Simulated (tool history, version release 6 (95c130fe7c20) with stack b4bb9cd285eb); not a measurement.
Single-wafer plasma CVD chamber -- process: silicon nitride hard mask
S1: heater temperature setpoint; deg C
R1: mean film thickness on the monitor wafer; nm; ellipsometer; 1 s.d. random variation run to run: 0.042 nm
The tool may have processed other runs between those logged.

Run 1, hour 0.0: S1 400 deg C, chamber pressure (mTorr) 1570, RF power (kW) 0.335, deposition time (s) 17.1. Result: R1 23.188 nm.
Run 2, hour 3.7: S1 400 deg C, chamber pressure (mTorr) 1540, RF power (kW) 0.330, deposition time (s) 17.1. Result: R1 22.933 nm.
Run 3, hour 12.0: S1 400 deg C, chamber pressure (mTorr) 1540, RF power (kW) 0.310, deposition time (s) 17.1. Result: R1 21.843 nm.
Run 4, hour 14.5: S1 400 deg C, chamber pressure (mTorr) 1510, RF power (kW) 0.310, deposition time (s) 17.1. Result: R1 21.715 nm.
Run 5, hour 22.8: S1 400 deg C, chamber pressure (mTorr) 1690, RF power (kW) 0.310, deposition time (s) 17.1. Result: R1 22.317 nm.
Run 6, hour 24.6: S1 400 deg C, chamber pressure (mTorr) 1690, RF power (kW) 0.285, deposition time (s) 17.1. Result: R1 20.918 nm.
Run 7, hour 30.4: S1 400 deg C, chamber pressure (mTorr) 1680, RF power (kW) 0.285, deposition time (s) 17.1. Result: R1 20.882 nm.
Run 8, hour 34.5: S1 400 deg C, chamber pressure (mTorr) 1670, RF power (kW) 0.285, deposition time (s) 17.1. Result: R1 20.888 nm.
Run 9, hour 36.2: S1 400 deg C, chamber pressure (mTorr) 1660, RF power (kW) 0.285, deposition time (s) 17.1. Result: R1 20.807 nm.
Run 10, hour 37.1: S1 400 deg C, chamber pressure (mTorr) 1650, RF power (kW) 0.285, deposition time (s) 17.1. Result: R1 20.740 nm.
Run 11, hour 45.1: S1 400 deg C, chamber pressure (mTorr) 1640, RF power (kW) 0.285, deposition time (s) 17.1. Result: R1 20.696 nm.
Run 12, hour 48.9: S1 400 deg C, chamber pressure (mTorr) 1630, RF power (kW) 0.285, deposition time (s) 17.1. Result: R1 20.660 nm.
Run 13, hour 56.9: S1 400 deg C, chamber pressure (mTorr) 1620, RF power (kW) 0.285, deposition time (s) 17.1. Result: R1 20.682 nm.

Estimate the outcome of run 14 from the log above:
Run 14, hour 60.9: S1 400 deg C, chamber pressure (mTorr) 1610, RF power (kW) 0.285, deposition time (s) 17.1. Result: R1 ?.

For run 14 the tool returned R1 20.577 nm.
